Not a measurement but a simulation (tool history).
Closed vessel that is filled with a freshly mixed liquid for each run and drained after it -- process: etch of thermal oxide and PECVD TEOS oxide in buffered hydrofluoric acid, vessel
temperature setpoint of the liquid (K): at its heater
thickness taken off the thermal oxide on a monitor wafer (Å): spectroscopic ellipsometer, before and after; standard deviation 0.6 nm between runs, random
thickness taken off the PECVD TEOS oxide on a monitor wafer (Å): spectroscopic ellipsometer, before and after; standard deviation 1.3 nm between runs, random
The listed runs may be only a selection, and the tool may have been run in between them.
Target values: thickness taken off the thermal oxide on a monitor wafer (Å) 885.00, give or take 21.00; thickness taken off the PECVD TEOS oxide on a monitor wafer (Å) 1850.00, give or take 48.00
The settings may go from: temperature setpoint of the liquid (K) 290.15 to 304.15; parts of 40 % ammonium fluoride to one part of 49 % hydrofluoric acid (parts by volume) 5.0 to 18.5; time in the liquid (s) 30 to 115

run	hour	temperature setpoint of the liquid (K)	parts of 40 % ammonium fluoride to one part of 49 % hydrofluoric acid (parts by volume)	time in the liquid (s)	thickness taken off the thermal oxide on a monitor wafer (Å)	thickness taken off the PECVD TEOS oxide on a monitor wafer (Å)
1	0.0	296.15	11.5	60	547.57	1143.50
2	6.9	296.15	11.5	40	367.23	760.76
3	10.9	293.65	11.5	40	319.84	662.50
4	17.0	293.65	13.5	40	273.12	569.54
5	22.1	293.65	11.0	40	333.17	692.51
6	28.4	296.15	10.0	40	414.58	873.02
7	29.5	297.65	9.0	40	486.23	1019.70
8	31.9	299.15	8.5	40	558.45	1172.50
9	34.3	300.15	8.0	40	625.55	1298.50
10	43.4	301.15	7.5	40	724.86	1496.60
11	51.9	301.65	7.5	40	723.50	1540.30
12	56.5	302.15	7.5	40	749.61	1569.40
13	59.0	302.65	7.5	40	767.68	1609.10
14	65.4	303.15	7.5	40	793.53	1650.50
15	72.5	303.15	7.5	40	802.54	1656.30

5 next moves are on the table. One of them brings every result within its allowed miss. Which?
A	79.6	301.65	8.5	45	?	?
B	79.6	300.15	6.0	40	?	?
C	79.6	304.15	8.5	45	?	?
D	79.6	304.15	9.5	50	?	?
E	79.6	301.15	7.5	50	?	?

move	thickness taken off the thermal oxide on a monitor wafer (Å)	thickness taken off the PECVD TEOS oxide on a monitor wafer (Å)
A	713.71	1497.60
B	825.69	1732.50
C	813.77	1707.50
D	821.56	1723.80
E	884.24	1855.40
A: further off than the last run
B: closes in on the targets versus the last run, not all within tolerance yet
C: closes in on the targets versus the last run, not all within tolerance yet
D: closes in on the targets versus the last run, not all within tolerance yet
E: every result lands within tolerance
Move E is the one to make.
